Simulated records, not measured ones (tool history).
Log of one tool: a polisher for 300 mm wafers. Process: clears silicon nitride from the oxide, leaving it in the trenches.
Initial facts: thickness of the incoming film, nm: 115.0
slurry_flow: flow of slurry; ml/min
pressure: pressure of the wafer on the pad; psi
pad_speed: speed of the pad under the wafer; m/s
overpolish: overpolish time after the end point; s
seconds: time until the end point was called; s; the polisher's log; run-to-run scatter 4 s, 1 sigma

run	day	slurry_flow	pressure	pad_speed	overpolish	seconds
1	0	250	2.4	1.3	19	132.79
2	0.125	250	2.2	1.24	19	152.68
3	0.217	250	2	1.2	19	172.68
4	0.367	250	2.3	1.2	19	153.34
5	0.725	250	2.3	1.2	21	150.02
6	1.025	250	2.3	1.48	21	121.83
7	1.15	235	1.7	1.12	21	216.4

Expected results for the next run?
8	1.308	235	1.1	1.06	21	?

{"run 8": {"seconds": 338.57}}
